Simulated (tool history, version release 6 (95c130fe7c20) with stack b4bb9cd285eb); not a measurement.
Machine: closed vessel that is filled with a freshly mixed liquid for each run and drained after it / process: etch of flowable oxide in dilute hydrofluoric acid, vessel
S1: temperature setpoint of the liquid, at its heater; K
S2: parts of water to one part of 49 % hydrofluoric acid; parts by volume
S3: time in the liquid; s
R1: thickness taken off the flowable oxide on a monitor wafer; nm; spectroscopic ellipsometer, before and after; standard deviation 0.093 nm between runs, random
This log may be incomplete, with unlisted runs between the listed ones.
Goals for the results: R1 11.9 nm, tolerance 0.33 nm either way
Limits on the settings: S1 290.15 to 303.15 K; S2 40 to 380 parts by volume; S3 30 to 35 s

run	hour	S1	S2	S3	R1
1	0	295.15	210	35	4.3717
2	8.8	295.15	260	35	3.334
3	17.5	297.15	205	35	4.805
4	20	297.15	205	30	4.1637
5	27.1	299.15	155	30	6.1857
6	31.5	299.15	155	35	7.3094
7	32.7	300.15	140	35	8.5604
8	41	301.15	130	35	9.5745

4 candidate next runs follow, results not yet known. Just one meets every target within its allowed miss. Identify it.
A	49.3	300.15	110	35	?
B	49.3	303.15	115	35	?
C	49.3	301.65	150	30	?
D	49.3	302.15	120	35	?

move	R1
A	11.293
B	12.013
C	7.1328
D	11.018
A: moves toward the targets from the last run without getting all of them in spec
B: hits every target within its allowed miss
C: lands further from the targets than the last run did
D: moves toward the targets from the last run without getting all of them in spec
So the answer is move B, the one that meets all the targets.

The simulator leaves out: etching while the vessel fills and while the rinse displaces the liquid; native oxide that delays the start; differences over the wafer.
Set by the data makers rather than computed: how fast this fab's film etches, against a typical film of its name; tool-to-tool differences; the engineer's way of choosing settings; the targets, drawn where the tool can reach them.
